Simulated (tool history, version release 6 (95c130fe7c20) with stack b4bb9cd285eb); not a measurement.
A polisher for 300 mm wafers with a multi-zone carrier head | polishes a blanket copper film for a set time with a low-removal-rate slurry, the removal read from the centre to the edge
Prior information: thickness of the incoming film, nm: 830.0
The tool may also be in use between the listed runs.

| run | hour | flow of slurry (ml/min) | pressure of the head's centre zone | pressure of the head's middle zone | pressure of the head's edge zone | abrasive content of the slurry | polishing time (s) | film removed at the wafer's centre (angstrom) | film removed at mid-radius (angstrom) | film removed at the wafer's edge (angstrom) |
|---|---|---|---|---|---|---|---|---|---|---|
| 1 | 0 | 295 | 1 | 1 | 1 | 1 | 71 | 1613.7 | 1594.1 | 1622.9 |
| 2 | 1.9 | 295 | 1 | 0.94 | 1 | 1 | 71 | 1622.9 | 1523.8 | 1627.1 |
| 3 | 2.8 | 295 | 1 | 0.99 | 1 | 1 | 71 | 1584.7 | 1579.7 | 1621.6 |
| 4 | 7.2 | 330 | 1 | 0.99 | 1 | 1 | 71 | 1605.2 | 1607.1 | 1643.4 |
| 5 | 8.3 | 330 | 1 | 0.99 | 0.97 | 1 | 71 | 1599.7 | 1636.7 | 1593.3 |
| 6 | 14.3 | 335 | 1.02 | 1.02 | 0.99 | 1.1 | 74 | 1773.3 | 1754.3 | 1715.8 |
| 7 | 22.6 | 340 | 1.02 | 1.05 | 1.01 | 1.2 | 76 | 1846.2 | 1905.5 | 1840 |
| 8 | 30.1 | 345 | 1.03 | 1.07 | 1.03 | 1.25 | 77 | 1869.6 | 1954 | 1882.3 |

Run 9 has not been measured yet. What should we expect?
| 9 | 31.8 | 350 | 1.08 | 1.1 | 1.06 | 1.5 | 88 | ? | ? | ? |

Run 9 gave film removed at the wafer's centre (angstrom) 2361.6, film removed at mid-radius (angstrom) 2432.3, film removed at the wafer's edge (angstrom) 2313.1.

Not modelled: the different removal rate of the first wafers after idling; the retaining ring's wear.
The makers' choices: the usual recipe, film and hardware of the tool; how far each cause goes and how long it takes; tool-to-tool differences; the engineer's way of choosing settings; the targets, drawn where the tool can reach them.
